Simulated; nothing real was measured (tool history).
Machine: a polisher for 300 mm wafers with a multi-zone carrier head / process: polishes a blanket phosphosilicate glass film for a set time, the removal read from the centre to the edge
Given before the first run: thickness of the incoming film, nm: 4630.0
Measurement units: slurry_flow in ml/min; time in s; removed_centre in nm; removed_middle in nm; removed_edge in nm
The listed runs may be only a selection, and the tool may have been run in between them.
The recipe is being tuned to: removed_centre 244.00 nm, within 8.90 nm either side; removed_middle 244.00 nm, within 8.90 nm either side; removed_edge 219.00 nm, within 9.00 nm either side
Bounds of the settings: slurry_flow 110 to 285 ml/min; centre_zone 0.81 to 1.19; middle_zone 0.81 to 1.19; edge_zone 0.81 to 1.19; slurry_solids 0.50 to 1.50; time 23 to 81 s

{"run": 1, "hour": 0.0, "slurry_flow": 180, "centre_zone": 1.0, "middle_zone": 1.0, "edge_zone": 1.0, "slurry_solids": 1.0, "time": 52, "removed_centre": 292.4, "removed_middle": 300.74, "removed_edge": 291.8}
{"run": 2, "hour": 3.2, "slurry_flow": 180, "centre_zone": 1.0, "middle_zone": 1.0, "edge_zone": 0.97, "slurry_solids": 0.9, "time": 52, "removed_centre": 278.6, "removed_middle": 283.86, "removed_edge": 279.75}
{"run": 3, "hour": 11.3, "slurry_flow": 180, "centre_zone": 1.0, "middle_zone": 1.0, "edge_zone": 0.97, "slurry_solids": 0.75, "time": 52, "removed_centre": 263.09, "removed_middle": 273.08, "removed_edge": 262.06}
{"run": 4, "hour": 16.2, "slurry_flow": 180, "centre_zone": 1.01, "middle_zone": 1.0, "edge_zone": 0.95, "slurry_solids": 0.7, "time": 52, "removed_centre": 255.13, "removed_middle": 261.37, "removed_edge": 249.63}
{"run": 5, "hour": 24.9, "slurry_flow": 175, "centre_zone": 1.02, "middle_zone": 1.0, "edge_zone": 0.93, "slurry_solids": 0.7, "time": 52, "removed_centre": 257.1, "removed_middle": 262.68, "removed_edge": 256.47}
{"run": 6, "hour": 33.2, "slurry_flow": 175, "centre_zone": 1.02, "middle_zone": 1.0, "edge_zone": 0.93, "slurry_solids": 0.7, "time": 46, "removed_centre": 223.34, "removed_middle": 229.3, "removed_edge": 222.13}
{"run": 7, "hour": 35.4, "slurry_flow": 185, "centre_zone": 1.03, "middle_zone": 1.01, "edge_zone": 0.93, "slurry_solids": 0.7, "time": 46, "removed_centre": 235.61, "removed_middle": 232.57, "removed_edge": 224.04}
{"run": 8, "hour": 37.1, "slurry_flow": 190, "centre_zone": 1.03, "middle_zone": 1.02, "edge_zone": 0.93, "slurry_solids": 0.7, "time": 46, "removed_centre": 237.83, "removed_middle": 236.65, "removed_edge": 224.99}

Consider the 5 candidate settings below. Which is the only one whose results all fall within their allowed miss of target?
{"run": "A", "hour": 38.8, "slurry_flow": 170, "centre_zone": 1.1, "middle_zone": 1.09, "edge_zone": 0.94, "slurry_solids": 0.65, "time": 47, "removed_centre": "?", "removed_middle": "?", "removed_edge": "?"}
{"run": "B", "hour": 38.8, "slurry_flow": 280, "centre_zone": 1.06, "middle_zone": 0.94, "edge_zone": 0.96, "slurry_solids": 0.8, "time": 41, "removed_centre": "?", "removed_middle": "?", "removed_edge": "?"}
{"run": "C", "hour": 38.8, "slurry_flow": 175, "centre_zone": 0.93, "middle_zone": 0.86, "edge_zone": 0.85, "slurry_solids": 0.5, "time": 58, "removed_centre": "?", "removed_middle": "?", "removed_edge": "?"}
{"run": "D", "hour": 38.8, "slurry_flow": 205, "centre_zone": 1.02, "middle_zone": 0.93, "edge_zone": 0.86, "slurry_solids": 0.55, "time": 51, "removed_centre": "?", "removed_middle": "?", "removed_edge": "?"}
{"run": "E", "hour": 38.8, "slurry_flow": 245, "centre_zone": 1.12, "middle_zone": 1.02, "edge_zone": 0.9, "slurry_solids": 0.6, "time": 48, "removed_centre": "?", "removed_middle": "?", "removed_edge": "?"}

move=A removed_centre=239.52 removed_middle=243.30 removed_edge=223.26
move=B removed_centre=235.39 removed_middle=217.41 removed_edge=223.90
move=C removed_centre=226.93 removed_middle=224.15 removed_edge=243.75
move=D removed_centre=233.92 removed_middle=223.69 removed_edge=227.06
move=E removed_centre=257.06 removed_middle=240.81 removed_edge=227.67
A: all results in spec
B: lands further from the targets than the last run did
C: lands further from the targets than the last run did
D: lands further from the targets than the last run did
E: brings the result that was furthest off to its target, and leaves another outside
The move that meets every target is A.
